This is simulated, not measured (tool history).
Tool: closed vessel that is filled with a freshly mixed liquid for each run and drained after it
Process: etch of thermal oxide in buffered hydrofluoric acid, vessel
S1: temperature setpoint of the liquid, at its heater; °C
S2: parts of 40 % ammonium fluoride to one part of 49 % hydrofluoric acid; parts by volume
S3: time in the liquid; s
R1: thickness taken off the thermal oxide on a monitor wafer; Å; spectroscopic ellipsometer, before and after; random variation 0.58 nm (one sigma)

run 1 hour=0 | S1=20 S2=17 S3=105 | R1=603.28
run 2 hour=2.1 | S1=22.5 S2=15 S3=105 | R1=781.55
run 3 hour=8 | S1=22.5 S2=18 S3=105 | R1=650.31
run 4 hour=10.3 | S1=22.5 S2=15 S3=105 | R1=786.12
run 5 hour=14.9 | S1=24 S2=14 S3=105 | R1=906.22
run 6 hour=16.7 | S1=24 S2=14 S3=105 | R1=912.28

Forecast run 7:
run 7 hour=17.7 | S1=25 S2=13 S3=105 | R1=?

{"run 7": {"R1": 1031}}
